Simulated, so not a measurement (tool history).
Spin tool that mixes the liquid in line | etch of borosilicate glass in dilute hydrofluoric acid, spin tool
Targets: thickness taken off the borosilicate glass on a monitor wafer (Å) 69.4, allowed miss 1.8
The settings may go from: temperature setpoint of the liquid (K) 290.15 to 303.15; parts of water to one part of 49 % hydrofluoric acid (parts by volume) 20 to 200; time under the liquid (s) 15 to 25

| run | hour | temperature setpoint of the liquid (K) | parts of water to one part of 49 % hydrofluoric acid (parts by volume) | time under the liquid (s) | thickness taken off the borosilicate glass on a monitor wafer (Å) |
|---|---|---|---|---|---|
| 1 | 0 | 295.15 | 110 | 25 | 38.21 |
| 2 | 1.7 | 296.65 | 110 | 25 | 39.887 |
| 3 | 6.4 | 298.65 | 100 | 25 | 48.459 |
| 4 | 13.9 | 298.65 | 100 | 25 | 48.282 |
| 5 | 18.8 | 301.65 | 100 | 25 | 54.269 |
| 6 | 23.8 | 298.65 | 100 | 25 | 48.818 |
| 7 | 28.5 | 300.15 | 95 | 25 | 53.935 |
| 8 | 35.6 | 303.15 | 75 | 25 | 79.03 |
| 9 | 40.7 | 302.15 | 75 | 25 | 75.165 |
| 10 | 43.6 | 301.65 | 75 | 25 | 74.426 |
| 11 | 52 | 301.65 | 75 | 25 | 74.229 |
| 12 | 53.3 | 301.15 | 75 | 25 | 73.757 |

4 next moves are on the table. One of them brings every result within its allowed miss. Which?
| A | 54.6 | 303.15 | 75 | 25 | ? |
| B | 54.6 | 301.65 | 80 | 25 | ? |
| C | 54.6 | 300.65 | 70 | 25 | ? |
| D | 54.6 | 301.15 | 70 | 25 | ? |

| move | thickness taken off the borosilicate glass on a monitor wafer (Å) |
|---|---|
| A | 79.552 |
| B | 69.932 |
| C | 78.053 |
| D | 79.575 |
A: further off than the last run
B: meets every target
C: further off than the last run
D: further off than the last run
The right move is B.
